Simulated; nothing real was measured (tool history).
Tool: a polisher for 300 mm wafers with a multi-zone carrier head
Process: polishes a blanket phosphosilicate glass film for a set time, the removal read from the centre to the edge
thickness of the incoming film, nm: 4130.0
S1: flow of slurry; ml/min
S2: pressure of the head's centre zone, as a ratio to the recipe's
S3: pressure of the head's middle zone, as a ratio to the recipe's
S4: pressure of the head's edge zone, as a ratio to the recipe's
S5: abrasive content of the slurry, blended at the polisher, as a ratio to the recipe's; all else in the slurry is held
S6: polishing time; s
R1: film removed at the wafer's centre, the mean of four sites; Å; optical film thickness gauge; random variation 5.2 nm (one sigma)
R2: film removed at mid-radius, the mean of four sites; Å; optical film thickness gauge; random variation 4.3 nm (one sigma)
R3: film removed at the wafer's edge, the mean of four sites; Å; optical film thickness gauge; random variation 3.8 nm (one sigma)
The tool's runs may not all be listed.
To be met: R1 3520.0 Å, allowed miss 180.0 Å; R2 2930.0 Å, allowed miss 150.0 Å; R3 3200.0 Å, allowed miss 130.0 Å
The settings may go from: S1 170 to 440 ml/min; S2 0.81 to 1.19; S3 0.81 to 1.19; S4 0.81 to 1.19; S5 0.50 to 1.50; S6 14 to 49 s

| run | hour | S1 | S2 | S3 | S4 | S5 | S6 | R1 | R2 | R3 |
|---|---|---|---|---|---|---|---|---|---|---|
| 1 | 0.0 | 280 | 1.00 | 1.00 | 1.00 | 1.00 | 31 | 2655.6 | 2584.4 | 2657.3 |
| 2 | 4.6 | 280 | 1.00 | 0.95 | 1.00 | 1.00 | 31 | 2676.0 | 2512.7 | 2722.1 |
| 3 | 7.5 | 280 | 1.00 | 0.92 | 1.00 | 1.00 | 31 | 2609.5 | 2394.1 | 2692.0 |
| 4 | 10.6 | 310 | 1.00 | 0.92 | 1.00 | 1.00 | 31 | 2619.0 | 2448.2 | 2717.3 |
| 5 | 11.3 | 305 | 1.02 | 0.93 | 1.01 | 1.05 | 31 | 2878.0 | 2555.8 | 2786.3 |
| 6 | 19.3 | 305 | 1.02 | 0.93 | 1.03 | 1.10 | 31 | 2840.8 | 2574.9 | 2867.5 |
| 7 | 21.9 | 305 | 1.02 | 0.93 | 1.03 | 1.10 | 31 | 2928.0 | 2591.7 | 2903.6 |
| 8 | 23.9 | 305 | 1.03 | 0.94 | 1.04 | 1.10 | 31 | 2875.5 | 2601.8 | 2802.2 |
| 9 | 25.0 | 305 | 1.04 | 0.94 | 1.04 | 1.15 | 31 | 2969.7 | 2664.7 | 2849.9 |
| 10 | 32.0 | 310 | 1.05 | 0.93 | 1.04 | 1.20 | 31 | 3116.4 | 2710.4 | 2908.0 |
| 11 | 33.9 | 310 | 1.05 | 0.93 | 1.05 | 1.25 | 31 | 3127.7 | 2665.9 | 3021.2 |

Which of these 5 next moves meets every target?
| A | 35.8 | 270 | 1.11 | 0.92 | 1.00 | 1.50 | 32 | ? | ? | ? |
| B | 35.8 | 285 | 1.16 | 0.84 | 1.11 | 1.30 | 30 | ? | ? | ? |
| C | 35.8 | 265 | 0.95 | 0.97 | 0.93 | 1.35 | 31 | ? | ? | ? |
| D | 35.8 | 245 | 1.19 | 0.81 | 0.97 | 1.40 | 33 | ? | ? | ? |
| E | 35.8 | 290 | 0.97 | 0.93 | 1.09 | 1.20 | 30 | ? | ? | ? |

| move | R1 | R2 | R3 |
|---|---|---|---|
| A | 3449.1 | 2915.9 | 3195.9 |
| B | 3200.1 | 2427.0 | 3020.0 |
| C | 2871.7 | 2844.6 | 2879.2 |
| D | 3613.4 | 2615.0 | 3151.0 |
| E | 2732.6 | 2571.6 | 2907.6 |
A: meets every target
B: further off than the last run
C: further off than the last run
D: brings the result that was furthest off to its target, and leaves another outside
E: further off than the last run
Answer: A
